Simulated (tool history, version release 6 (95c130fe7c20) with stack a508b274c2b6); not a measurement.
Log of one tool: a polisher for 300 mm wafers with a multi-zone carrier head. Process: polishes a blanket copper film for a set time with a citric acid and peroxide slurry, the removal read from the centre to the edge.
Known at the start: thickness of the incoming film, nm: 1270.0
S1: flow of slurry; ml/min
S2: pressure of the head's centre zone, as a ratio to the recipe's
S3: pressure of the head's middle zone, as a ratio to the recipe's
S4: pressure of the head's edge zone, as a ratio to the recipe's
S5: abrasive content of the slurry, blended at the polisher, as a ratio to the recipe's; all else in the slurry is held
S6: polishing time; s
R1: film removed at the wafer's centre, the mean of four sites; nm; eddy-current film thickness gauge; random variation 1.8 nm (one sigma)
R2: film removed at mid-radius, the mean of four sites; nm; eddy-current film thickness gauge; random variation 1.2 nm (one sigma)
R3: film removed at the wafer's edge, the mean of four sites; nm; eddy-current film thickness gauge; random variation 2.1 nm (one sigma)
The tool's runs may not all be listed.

run	hour	S1	S2	S3	S4	S5	S6	R1	R2	R3
1	0.0	175	1.00	1.00	1.00	1.00	71	238.01	236.77	220.41
2	6.4	170	0.98	0.97	1.00	0.95	71	230.02	234.43	215.94
3	8.2	170	0.98	0.97	0.92	0.95	71	234.85	231.91	215.64
4	12.0	160	0.97	0.95	0.95	0.95	69	221.68	216.95	205.64
5	19.9	150	0.95	0.93	0.97	0.95	68	213.14	205.68	203.90
6	22.0	180	0.95	0.93	0.97	0.95	68	213.39	213.74	210.29

Forecast run 7:
7	27.0	140	0.85	0.83	0.95	0.70	66	?	?	?

Run 7 gave R1 169.58 nm, R2 172.96 nm, R3 186.40 nm.

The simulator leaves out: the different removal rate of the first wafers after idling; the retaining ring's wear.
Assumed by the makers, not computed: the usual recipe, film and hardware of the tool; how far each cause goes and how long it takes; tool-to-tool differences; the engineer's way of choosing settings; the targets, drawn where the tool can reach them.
